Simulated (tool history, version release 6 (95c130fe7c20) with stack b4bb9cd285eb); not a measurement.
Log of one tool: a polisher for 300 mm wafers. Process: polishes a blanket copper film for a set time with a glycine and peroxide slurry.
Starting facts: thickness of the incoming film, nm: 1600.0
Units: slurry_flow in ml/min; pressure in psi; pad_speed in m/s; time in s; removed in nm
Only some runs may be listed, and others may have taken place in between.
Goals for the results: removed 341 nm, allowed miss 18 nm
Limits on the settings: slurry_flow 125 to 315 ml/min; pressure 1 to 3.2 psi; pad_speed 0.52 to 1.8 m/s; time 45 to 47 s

run  hour  slurry_flow  pressure  pad_speed  time  removed
  1     0          205       2.1       1.16    45   195.04
  2   7.8          205       2.1       1.16    47   200.55
  3  15.6          205       2.4        1.2    47   228.58
  4  18.1          205       2.6       1.26    47   248.25
  5  21.1          205       2.7       1.32    47   261.86
  6  23.5          205       2.4       1.32    47   240.52
  7    26          205       2.4       1.32    47   247.84
  8  29.1          205       2.6       1.38    47   268.97
  9  30.2          205       2.7       1.42    47   274.57
 10  39.1          205       2.8       1.46    47    289.7
 11  41.8          205       2.9        1.5    47   310.29
 12  42.7          205         3        1.5    47   317.56
 13  50.2          205         3        1.5    47   315.09
 14    57          205         3       1.52    47   313.53

Below are 4 possible settings for the next run. Only one of them brings all results inside the allowed miss of their targets. Which is it?
  A  63.8          195       2.8       1.54    47        ?
  B  63.8          215       3.2       1.64    45        ?
  C  63.8          145       3.2       1.48    45        ?
  D  63.8          170       3.2       1.78    47        ?

move  removed
   A    298.6
   B   337.94
   C   293.53
   D   364.62
A: moves away from the targets compared with the last run
B: in spec on every target
C: moves away from the targets compared with the last run
D: moves the result that the last run missed by most past its target, out the other side
Move B is the one to make.
